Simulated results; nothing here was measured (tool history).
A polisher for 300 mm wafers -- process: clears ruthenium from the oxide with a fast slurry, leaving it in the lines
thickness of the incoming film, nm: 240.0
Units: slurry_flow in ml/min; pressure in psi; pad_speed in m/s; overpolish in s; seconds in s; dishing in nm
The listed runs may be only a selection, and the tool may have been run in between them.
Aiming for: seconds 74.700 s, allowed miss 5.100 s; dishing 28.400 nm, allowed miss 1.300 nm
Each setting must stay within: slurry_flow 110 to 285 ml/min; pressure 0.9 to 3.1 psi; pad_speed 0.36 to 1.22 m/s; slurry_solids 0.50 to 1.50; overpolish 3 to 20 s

run 1 hour=0.0 | slurry_flow=180 pressure=2.0 pad_speed=0.78 slurry_solids=1.00 overpolish=10 | seconds=107.180 dishing=22.364
run 2 hour=2.4 | slurry_flow=185 pressure=2.2 pad_speed=0.78 slurry_solids=1.00 overpolish=10 | seconds=99.562 dishing=23.398
run 3 hour=5.2 | slurry_flow=185 pressure=2.2 pad_speed=0.90 slurry_solids=1.00 overpolish=10 | seconds=86.909 dishing=27.540
run 4 hour=7.1 | slurry_flow=185 pressure=2.2 pad_speed=0.90 slurry_solids=0.80 overpolish=10 | seconds=97.772 dishing=24.715
run 5 hour=13.9 | slurry_flow=185 pressure=2.2 pad_speed=0.82 slurry_solids=0.80 overpolish=10 | seconds=106.090 dishing=22.385
run 6 hour=21.6 | slurry_flow=185 pressure=2.2 pad_speed=0.82 slurry_solids=0.95 overpolish=10 | seconds=97.640 dishing=24.008
run 7 hour=29.6 | slurry_flow=185 pressure=2.4 pad_speed=0.82 slurry_solids=0.95 overpolish=10 | seconds=89.815 dishing=26.120
run 8 hour=33.3 | slurry_flow=205 pressure=2.8 pad_speed=0.82 slurry_solids=0.95 overpolish=9 | seconds=78.879 dishing=26.713

Pick the move, out of 4, that brings all results within their allowed miss; only one does.
run A hour=37.0 | slurry_flow=205 pressure=3.1 pad_speed=0.82 slurry_solids=0.85 overpolish=8 | seconds=? dishing=?
run B hour=37.0 | slurry_flow=225 pressure=2.7 pad_speed=0.86 slurry_solids=1.05 overpolish=9 | seconds=? dishing=?
run C hour=37.0 | slurry_flow=240 pressure=2.8 pad_speed=1.00 slurry_solids=0.90 overpolish=7 | seconds=? dishing=?
run D hour=37.0 | slurry_flow=200 pressure=2.8 pad_speed=0.80 slurry_solids=0.85 overpolish=9 | seconds=? dishing=?

move=A seconds=75.837 dishing=24.897
move=B seconds=73.444 dishing=28.711
move=C seconds=65.193 dishing=25.321
move=D seconds=84.921 dishing=25.007
A: its largest miss is bigger than the last run's
B: every result lands within tolerance
C: its largest miss is bigger than the last run's
D: its largest miss is bigger than the last run's
Correct choice: B, which meets every target

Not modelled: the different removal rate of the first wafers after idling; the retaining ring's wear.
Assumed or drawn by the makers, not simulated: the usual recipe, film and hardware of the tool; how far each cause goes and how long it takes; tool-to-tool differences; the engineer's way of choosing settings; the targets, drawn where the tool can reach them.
